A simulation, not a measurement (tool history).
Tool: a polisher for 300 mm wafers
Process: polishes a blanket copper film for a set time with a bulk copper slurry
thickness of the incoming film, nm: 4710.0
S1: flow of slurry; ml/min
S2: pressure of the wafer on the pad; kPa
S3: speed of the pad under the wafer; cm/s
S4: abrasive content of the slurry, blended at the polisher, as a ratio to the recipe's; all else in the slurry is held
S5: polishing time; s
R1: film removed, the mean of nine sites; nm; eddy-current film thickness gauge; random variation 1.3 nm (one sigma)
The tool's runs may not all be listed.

{"run": 1, "hour": 0.0, "S1": 215, "S2": 16.5, "S3": 140, "S4": 1.0, "S5": 32, "R1": 336.2}
{"run": 2, "hour": 9.0, "S1": 210, "S2": 14.5, "S3": 140, "S4": 1.0, "S5": 32, "R1": 293.97}
{"run": 3, "hour": 12.8, "S1": 210, "S2": 14.5, "S3": 140, "S4": 0.85, "S5": 32, "R1": 276.41}
{"run": 4, "hour": 15.0, "S1": 210, "S2": 14.5, "S3": 140, "S4": 0.8, "S5": 32, "R1": 272.24}
{"run": 5, "hour": 15.5, "S1": 210, "S2": 13.1, "S3": 140, "S4": 0.8, "S5": 32, "R1": 245.03}
{"run": 6, "hour": 17.0, "S1": 210, "S2": 13.1, "S3": 122, "S4": 0.8, "S5": 32, "R1": 228.17}
{"run": 7, "hour": 20.4, "S1": 205, "S2": 12.4, "S3": 122, "S4": 0.8, "S5": 32, "R1": 214.65}

Forecast run 8:
{"run": 8, "hour": 29.1, "S1": 200, "S2": 12.4, "S3": 122, "S4": 0.8, "S5": 32, "R1": "?"}

Run 8 gave R1 217.32 nm.
